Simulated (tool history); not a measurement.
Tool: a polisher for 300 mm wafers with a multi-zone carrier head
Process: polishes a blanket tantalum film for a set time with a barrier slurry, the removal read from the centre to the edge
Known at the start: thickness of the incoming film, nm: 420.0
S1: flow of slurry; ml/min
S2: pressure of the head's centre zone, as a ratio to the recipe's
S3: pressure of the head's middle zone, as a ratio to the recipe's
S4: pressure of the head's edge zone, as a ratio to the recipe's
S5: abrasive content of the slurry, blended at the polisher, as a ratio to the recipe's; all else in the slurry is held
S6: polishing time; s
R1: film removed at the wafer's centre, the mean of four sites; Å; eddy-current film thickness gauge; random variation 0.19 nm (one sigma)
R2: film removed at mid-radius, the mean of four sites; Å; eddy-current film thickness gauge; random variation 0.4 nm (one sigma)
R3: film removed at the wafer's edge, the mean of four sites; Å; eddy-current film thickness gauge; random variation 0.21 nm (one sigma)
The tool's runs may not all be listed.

Run 1, hour 0: S1 250 ml/min, S2 1, S3 1, S4 1, S5 1, S6 42 s. Result: R1 326.83 Å, R2 338.55 Å, R3 331.66 Å.
Run 2, hour 7.2: S1 240 ml/min, S2 0.98, S3 1, S4 0.96, S5 1, S6 42 s. Result: R1 322.92 Å, R2 336.54 Å, R3 329.84 Å.
Run 3, hour 8.5: S1 240 ml/min, S2 0.97, S3 1.02, S4 0.94, S5 0.95, S6 42 s. Result: R1 319.54 Å, R2 330.03 Å, R3 317.49 Å.
Run 4, hour 12.3: S1 235 ml/min, S2 0.94, S3 1.04, S4 0.93, S5 0.9, S6 42 s. Result: R1 300.29 Å, R2 338.71 Å, R3 317.53 Å.
Run 5, hour 17.8: S1 270 ml/min, S2 0.94, S3 1.04, S4 0.93, S5 0.9, S6 42 s. Result: R1 305.33 Å, R2 341.69 Å, R3 320.07 Å.
Run 6, hour 24.9: S1 270 ml/min, S2 1, S3 1.04, S4 0.93, S5 0.9, S6 42 s. Result: R1 324.64 Å, R2 343.42 Å, R3 321.52 Å.
Run 7, hour 29.6: S1 260 ml/min, S2 0.98, S3 1.05, S4 0.91, S5 0.85, S6 42 s. Result: R1 316.7 Å, R2 344.21 Å, R3 308.34 Å.
Run 8, hour 33.7: S1 250 ml/min, S2 0.96, S3 1.05, S4 0.9, S5 0.85, S6 42 s. Result: R1 310.63 Å, R2 345.68 Å, R3 308.42 Å.
Run 9, hour 35.1: S1 245 ml/min, S2 0.94, S3 1.04, S4 0.89, S5 0.8, S6 42 s. Result: R1 294.51 Å, R2 333.48 Å, R3 305.29 Å.

Run 10 comes next. What will it give?
Run 10, hour 42.9: S1 235 ml/min, S2 0.94, S3 1.04, S4 0.88, S5 0.8, S6 42 s. Result: R1 ?, R2 ?, R3 ?.

R1: 297.86 Å
R2: 337.42 Å
R3: 300 Å
